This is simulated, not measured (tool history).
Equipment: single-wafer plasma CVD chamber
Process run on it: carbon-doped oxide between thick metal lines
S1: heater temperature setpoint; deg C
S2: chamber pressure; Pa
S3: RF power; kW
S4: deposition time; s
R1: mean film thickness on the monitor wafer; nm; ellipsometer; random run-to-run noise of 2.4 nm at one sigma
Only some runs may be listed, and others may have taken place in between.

Run 1, hour 0: S1 365 deg C, S2 764 Pa, S3 0.46 kW, S4 218 s. Result: R1 1019.6 nm.
Run 2, hour 2.6: S1 365 deg C, S2 869 Pa, S3 0.46 kW, S4 218 s. Result: R1 1033.9 nm.
Run 3, hour 10.8: S1 367 deg C, S2 843 Pa, S3 0.435 kW, S4 218 s. Result: R1 988.24 nm.
Run 4, hour 15.3: S1 368 deg C, S2 820 Pa, S3 0.42 kW, S4 218 s. Result: R1 950.98 nm.
Run 5, hour 22.3: S1 368 deg C, S2 920 Pa, S3 0.42 kW, S4 218 s. Result: R1 967.65 nm.
Run 6, hour 24.7: S1 368 deg C, S2 796 Pa, S3 0.42 kW, S4 218 s. Result: R1 949.53 nm.
Run 7, hour 33.6: S1 369 deg C, S2 776 Pa, S3 0.415 kW, S4 218 s. Result: R1 930.3 nm.

Expected results for the next run?
Run 8, hour 37.1: S1 370 deg C, S2 764 Pa, S3 0.415 kW, S4 218 s. Result: R1 ?.

R1: 934.11 nm
